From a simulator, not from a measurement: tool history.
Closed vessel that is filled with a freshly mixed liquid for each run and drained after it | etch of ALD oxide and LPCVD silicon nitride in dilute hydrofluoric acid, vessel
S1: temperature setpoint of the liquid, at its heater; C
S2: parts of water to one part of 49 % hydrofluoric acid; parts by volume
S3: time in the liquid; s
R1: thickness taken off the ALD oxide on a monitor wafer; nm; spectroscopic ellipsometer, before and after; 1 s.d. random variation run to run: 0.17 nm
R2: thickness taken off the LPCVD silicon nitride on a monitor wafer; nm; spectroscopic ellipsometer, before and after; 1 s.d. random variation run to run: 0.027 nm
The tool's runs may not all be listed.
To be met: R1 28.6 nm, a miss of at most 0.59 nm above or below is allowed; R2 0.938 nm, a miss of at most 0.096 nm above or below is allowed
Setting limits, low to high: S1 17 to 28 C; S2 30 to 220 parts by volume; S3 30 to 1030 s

{"run": 1, "hour": 0.0, "S1": 20, "S2": 125, "S3": 525, "R1": 43.248, "R2": 1.277}
{"run": 2, "hour": 9.0, "S1": 20, "S2": 125, "S3": 365, "R1": 30.169, "R2": 0.92353}
{"run": 3, "hour": 17.9, "S1": 22.5, "S2": 125, "S3": 365, "R1": 33.383, "R2": 1.0343}
{"run": 4, "hour": 26.2, "S1": 22.5, "S2": 105, "S3": 365, "R1": 40.518, "R2": 1.2785}
{"run": 5, "hour": 27.5, "S1": 21.5, "S2": 110, "S3": 365, "R1": 36.874, "R2": 1.0578}
{"run": 6, "hour": 34.9, "S1": 21.5, "S2": 80, "S3": 365, "R1": 52.458, "R2": 1.5111}
{"run": 7, "hour": 36.4, "S1": 21, "S2": 95, "S3": 365, "R1": 42.638, "R2": 1.2445}
{"run": 8, "hour": 39.7, "S1": 20.5, "S2": 105, "S3": 370, "R1": 37.693, "R2": 1.0773}
{"run": 9, "hour": 45.5, "S1": 20.5, "S2": 115, "S3": 375, "R1": 34.464, "R2": 1.0288}

Below are 4 possible settings for the next run. Only one of them brings all results inside the allowed miss of their targets. Which is it?
{"run": "A", "hour": 51.3, "S1": 19, "S2": 125, "S3": 480, "R1": "?", "R2": "?"}
{"run": "B", "hour": 51.3, "S1": 22.5, "S2": 155, "S3": 405, "R1": "?", "R2": "?"}
{"run": "C", "hour": 51.3, "S1": 17, "S2": 70, "S3": 295, "R1": "?", "R2": "?"}
{"run": "D", "hour": 51.3, "S1": 23.5, "S2": 200, "S3": 590, "R1": "?", "R2": "?"}

move=A R1=38.077 R2=1.1222
move=B R1=28.833 R2=0.96886
move=C R1=40.758 R2=1.0543
move=D R1=32.208 R2=1.1709
A: further off than the last run
B: all results in spec
C: further off than the last run
D: gains on the last run, yet a result remains outside its allowed miss
So the answer is move B, the one that meets all the targets.
